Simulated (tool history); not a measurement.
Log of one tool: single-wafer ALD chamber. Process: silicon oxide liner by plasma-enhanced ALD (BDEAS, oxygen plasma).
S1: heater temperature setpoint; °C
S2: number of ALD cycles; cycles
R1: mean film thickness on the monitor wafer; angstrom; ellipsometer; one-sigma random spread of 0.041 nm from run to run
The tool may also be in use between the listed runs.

run 1 hour=0.0 | S1=315 S2=65 | R1=59.646
run 2 hour=4.5 | S1=315 S2=68 | R1=62.296
run 3 hour=6.6 | S1=307 S2=68 | R1=62.983
run 4 hour=8.3 | S1=307 S2=61 | R1=56.213
run 5 hour=14.6 | S1=307 S2=64 | R1=58.768
run 6 hour=18.4 | S1=307 S2=67 | R1=62.066
run 7 hour=19.4 | S1=307 S2=69 | R1=63.794
run 8 hour=26.7 | S1=307 S2=71 | R1=65.816
run 9 hour=28.0 | S1=307 S2=72 | R1=66.624
run 10 hour=29.6 | S1=307 S2=73 | R1=68.094

For run 11, what comes out?
run 11 hour=33.6 | S1=307 S2=74 | R1=?

R1: 68.426 angstrom
